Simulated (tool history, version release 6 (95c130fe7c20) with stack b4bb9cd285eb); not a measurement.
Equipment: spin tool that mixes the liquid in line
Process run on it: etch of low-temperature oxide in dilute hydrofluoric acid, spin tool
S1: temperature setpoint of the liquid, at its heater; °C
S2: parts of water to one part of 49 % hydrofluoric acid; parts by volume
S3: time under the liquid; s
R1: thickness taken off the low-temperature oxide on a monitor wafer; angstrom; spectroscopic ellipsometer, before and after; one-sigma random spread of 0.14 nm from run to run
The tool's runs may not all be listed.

run	hour	S1	S2	S3	R1
1	0	21	50	55	313.42
2	7.6	20	55	55	275.22
3	14.8	23	55	55	308.52
4	23.8	23	40	55	439.05
5	28.8	23	30	55	579.53
6	32.2	22	40	55	414.65
7	35.8	21	45	55	351.98
8	40.3	20	50	55	299.31

Run 9 comes next. What will it give?
9	41.1	19.5	55	55	?

{"run 9": {"R1": 273.56}}
